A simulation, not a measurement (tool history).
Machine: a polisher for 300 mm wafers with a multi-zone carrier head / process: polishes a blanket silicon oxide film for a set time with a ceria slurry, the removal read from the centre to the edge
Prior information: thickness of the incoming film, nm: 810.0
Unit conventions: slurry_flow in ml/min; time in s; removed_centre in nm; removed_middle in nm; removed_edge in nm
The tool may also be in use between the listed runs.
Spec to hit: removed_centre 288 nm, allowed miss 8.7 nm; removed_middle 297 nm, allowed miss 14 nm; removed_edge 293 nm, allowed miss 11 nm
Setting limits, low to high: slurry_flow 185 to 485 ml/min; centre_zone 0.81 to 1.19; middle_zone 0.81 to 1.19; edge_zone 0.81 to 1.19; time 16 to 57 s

run  hour  slurry_flow  centre_zone  middle_zone  edge_zone  time  removed_centre  removed_middle  removed_edge
  1     0          310            1            1          1    36          180.51           193.3        194.83
  2   2.1          235            1            1          1    36          172.78          183.76        186.75
  3   3.5          275         1.03         1.03       1.04    39          198.03          210.53        213.53
  4   6.2          240         1.03         1.03       1.04    39          193.65          205.46        210.35
  5  10.1          240         1.03         1.03       1.04    48          240.12          251.32         254.5
  6  12.3          280         1.05         1.05       1.06    48          252.11          270.69        261.87
  7  19.8          310         1.06         1.04       1.09    48          256.91          267.63        270.71
  8  26.2          335         1.07         1.05        1.1    48          259.36          279.11        269.03
  9  27.2          345         1.08         1.05       1.12    49          268.83          279.05        284.61
 10  30.1          355         1.09         1.06       1.12    49          272.22          281.57        281.09
 11  36.4          365          1.1         1.07       1.13    49          274.85          288.79        278.21
 12  42.4          370          1.1         1.07       1.14    49           273.6          278.37        287.51
 13  46.3          375         1.11         1.08       1.14    49          276.31           279.9        283.56
 14  53.9          375         1.11         1.08       1.14    49          275.88          285.68        283.69
 15  55.4          380         1.11         1.08       1.14    49          282.32          279.47        292.07
 16  61.5          375          1.1         1.09       1.12    49          274.14          284.94        280.08
 17  62.2          380          1.1         1.09       1.13    49          275.35          289.85        283.85
 18  66.2          385         1.11         1.09       1.13    49          277.76          282.68        277.55
     68.9  -- centre zone pressure recalibrated
 19  68.9          385         1.11         1.09       1.14    49          306.75          282.52        292.24

Consider the 4 candidate settings below. Which is the only one whose results all fall within their allowed miss of target?
  A  71.6          305         1.17         0.99       1.04    54               ?               ?             ?
  B  71.6          350         1.06         1.15       1.19    49               ?               ?             ?
  C  71.6          365         1.14         1.12       1.05    52               ?               ?             ?
  D  71.6          415         1.13         1.12       1.17    49               ?               ?             ?

move  removed_centre  removed_middle  removed_edge
   A          340.88          281.58        298.58
   B          284.56          294.35        292.54
   C          326.19          306.42        292.21
   D          308.11          291.67        293.23
A: its largest miss is bigger than the last run's
B: all results land within tolerance of their targets
C: its largest miss is bigger than the last run's
D: its largest miss is bigger than the last run's
The move that meets every target is B.
